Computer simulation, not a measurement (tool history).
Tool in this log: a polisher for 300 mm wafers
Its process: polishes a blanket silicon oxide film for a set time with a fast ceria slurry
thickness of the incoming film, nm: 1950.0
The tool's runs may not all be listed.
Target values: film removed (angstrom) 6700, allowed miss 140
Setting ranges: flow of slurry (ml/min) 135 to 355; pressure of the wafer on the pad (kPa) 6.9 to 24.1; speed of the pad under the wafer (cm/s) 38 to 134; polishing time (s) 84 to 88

run,hour,flow of slurry (ml/min),pressure of the wafer on the pad (kPa),speed of the pad under the wafer (cm/s),polishing time (s),film removed (angstrom)
1,0,225,15.2,86,84,11883
2,5,220,14.5,86,84,11361
3,12,215,13.8,86,84,10803
4,14.3,215,13.8,86,88,11382
5,22.8,215,15.9,86,88,13030
# hour 25.6: head pressure recalibrated
6,25.6,215,15.9,86,84,11207
7,34.1,205,15.2,84,84,10599
8,37.8,195,14.5,84,84,10029
9,46.7,165,10.3,84,84,7031.6
10,52.2,140,9.7,84,84,6384.1
11,54,150,9.7,84,84,6544.9

Which single option among these 4 for the next run brings every result within its allowed miss of target? Just one does.
A,55.8,190,8.3,90,87,?
B,55.8,135,10.3,76,84,?
C,55.8,135,9.7,82,84,?
D,55.8,135,11.7,70,84,?

move,film removed (angstrom)
A,6369.2
B,6249.1
C,6191.7
D,6629.5
A: misses by more than the last run did
B: misses by more than the last run did
C: misses by more than the last run did
D: all results in spec
D is the move that brings every result within its allowed miss.
